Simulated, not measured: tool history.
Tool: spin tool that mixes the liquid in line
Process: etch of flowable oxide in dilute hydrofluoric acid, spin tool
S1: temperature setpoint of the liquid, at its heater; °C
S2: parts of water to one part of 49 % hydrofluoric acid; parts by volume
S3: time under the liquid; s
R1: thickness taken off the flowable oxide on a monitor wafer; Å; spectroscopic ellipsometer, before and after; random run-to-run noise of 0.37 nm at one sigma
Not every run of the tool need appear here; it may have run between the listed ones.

run,hour,S1,S2,S3,R1
1,0.0,22.0,265,285,251.24
2,4.9,23.0,255,285,268.23
3,10.8,23.5,245,285,292.18
4,15.0,23.5,245,285,292.20
5,18.2,26.5,245,285,322.97
6,24.6,29.5,245,285,355.25
7,28.0,29.5,240,285,365.24
8,30.4,29.5,235,285,372.92
9,33.5,29.5,230,285,387.61

Predict the results of run 10:
10,41.8,29.5,225,285,?

{"run 10": {"R1": 399.96}}
